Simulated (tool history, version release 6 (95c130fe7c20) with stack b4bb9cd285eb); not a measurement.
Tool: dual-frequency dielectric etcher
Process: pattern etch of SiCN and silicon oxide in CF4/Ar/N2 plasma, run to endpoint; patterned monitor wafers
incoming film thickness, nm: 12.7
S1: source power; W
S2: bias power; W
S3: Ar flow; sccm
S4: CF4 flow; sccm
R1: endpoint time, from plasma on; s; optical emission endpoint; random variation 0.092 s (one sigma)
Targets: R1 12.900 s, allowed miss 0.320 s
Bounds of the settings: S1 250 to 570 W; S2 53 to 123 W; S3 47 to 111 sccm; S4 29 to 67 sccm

run 1 day=0.000 | S1=410 S2=88 S3=79 S4=48 | R1=15.271
run 2 day=0.121 | S1=430 S2=89 S3=79 S4=48 | R1=14.468
run 3 day=0.346 | S1=430 S2=89 S3=79 S4=52 | R1=14.401
run 4 day=0.462 | S1=360 S2=89 S3=79 S4=52 | R1=16.913
run 5 day=0.521 | S1=390 S2=89 S3=79 S4=52 | R1=15.841
run 6 day=0.838 | S1=390 S2=89 S3=79 S4=47 | R1=16.062
run 7 day=1.004 | S1=410 S2=90 S3=79 S4=47 | R1=15.245
run 8 day=1.117 | S1=430 S2=91 S3=79 S4=47 | R1=14.555
run 9 day=1.150 | S1=430 S2=91 S3=79 S4=47 | R1=14.417

4 next moves are on the table. One of them brings every result within its allowed miss. Which?
run A day=1.183 | S1=440 S2=95 S3=84 S4=53 | R1=?
run B day=1.183 | S1=390 S2=100 S3=84 S4=42 | R1=?
run C day=1.183 | S1=390 S2=77 S3=82 S4=47 | R1=?
run D day=1.183 | S1=480 S2=96 S3=84 S4=45 | R1=?

move=A R1=13.788
move=B R1=15.851
move=C R1=17.020
move=D R1=13.022
A: nearer than the last run, and not there yet
B: further off than the last run
C: further off than the last run
D: meets every target
Move D is the one to make.

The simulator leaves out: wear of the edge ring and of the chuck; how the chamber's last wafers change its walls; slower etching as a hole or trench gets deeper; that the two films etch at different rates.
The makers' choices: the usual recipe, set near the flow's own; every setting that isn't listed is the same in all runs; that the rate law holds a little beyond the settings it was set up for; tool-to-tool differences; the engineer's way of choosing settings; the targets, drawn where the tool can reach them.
